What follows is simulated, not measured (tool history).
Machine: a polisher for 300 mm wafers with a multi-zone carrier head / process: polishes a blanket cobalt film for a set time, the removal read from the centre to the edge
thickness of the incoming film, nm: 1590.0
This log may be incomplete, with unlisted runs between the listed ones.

run,hour,flow of slurry (ml/min),pressure of the head's centre zone,pressure of the head's middle zone,pressure of the head's edge zone,polishing time (s),film removed at the wafer's centre (nm),film removed at mid-radius (nm),film removed at the wafer's edge (nm)
1,0.0,160,1.00,1.00,1.00,79,362.36,371.55,371.27
2,1.9,160,1.00,1.04,1.00,79,362.96,383.22,367.74
3,3.4,130,1.00,1.04,1.00,79,342.78,365.40,360.01
4,11.5,130,0.99,1.05,0.98,76,333.72,355.10,341.20
5,19.4,130,0.99,0.98,0.98,76,334.37,340.03,342.88
6,23.3,130,0.99,1.02,0.98,76,330.34,357.00,342.39
7,30.5,130,0.98,1.02,0.97,74,318.85,337.21,332.29
8,36.9,130,0.97,1.04,0.95,72,303.28,342.47,322.54
# hour 45.6: worn pad replaced by a new one
9,45.6,130,0.97,1.04,0.94,70,318.82,358.09,334.36
10,50.8,130,0.97,1.04,0.94,70,316.99,354.26,331.54
11,57.5,130,0.97,1.06,0.95,67,306.80,333.40,315.45

For run 12, what comes out?
12,65.5,110,0.87,1.15,0.85,55,?,?,?

Logged for run 12: film removed at the wafer's centre (nm) 214.21, film removed at mid-radius (nm) 286.57, film removed at the wafer's edge (nm) 243.00.
